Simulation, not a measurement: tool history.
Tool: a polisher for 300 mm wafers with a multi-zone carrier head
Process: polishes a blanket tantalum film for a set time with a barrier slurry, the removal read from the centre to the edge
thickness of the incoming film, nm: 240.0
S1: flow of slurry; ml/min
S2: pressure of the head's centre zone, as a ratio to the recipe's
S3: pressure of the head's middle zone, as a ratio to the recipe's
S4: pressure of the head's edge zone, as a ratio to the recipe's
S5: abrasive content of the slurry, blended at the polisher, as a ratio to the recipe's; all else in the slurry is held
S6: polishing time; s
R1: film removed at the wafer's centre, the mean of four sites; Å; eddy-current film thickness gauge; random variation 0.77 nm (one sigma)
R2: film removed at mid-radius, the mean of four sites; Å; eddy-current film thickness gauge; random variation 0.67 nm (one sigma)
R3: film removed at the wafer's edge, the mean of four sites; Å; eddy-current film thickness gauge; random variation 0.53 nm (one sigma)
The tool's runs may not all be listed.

run  hour   S1    S2    S3    S4    S5  S6      R1      R2      R3
  1   0.0  285  1.00  1.00  1.00  1.00  41  871.39  823.90  833.62
  2   6.9  285  0.93  1.00  1.00  1.00  41  816.42  818.27  826.03
  3  10.0  285  0.93  1.03  1.00  1.00  41  794.66  844.72  822.12
  4  16.6  290  0.96  1.04  0.96  0.95  41  815.91  830.13  797.19
     20.8  -- centre zone pressure recalibrated
  5  20.8  295  0.98  1.06  0.93  0.95  41  781.15  840.88  779.60
  6  22.4  235  0.98  1.06  0.93  0.95  41  765.32  827.27  777.06
  7  25.4  270  1.01  1.07  0.91  0.95  41  796.80  862.68  770.51

Run 8 comes next. What will it give?
  8  26.1  285  1.03  1.07  0.89  0.95  41   ?   ?   ?

Run 8 gave R1 837.69 Å, R2 855.98 Å, R3 753.66 Å.
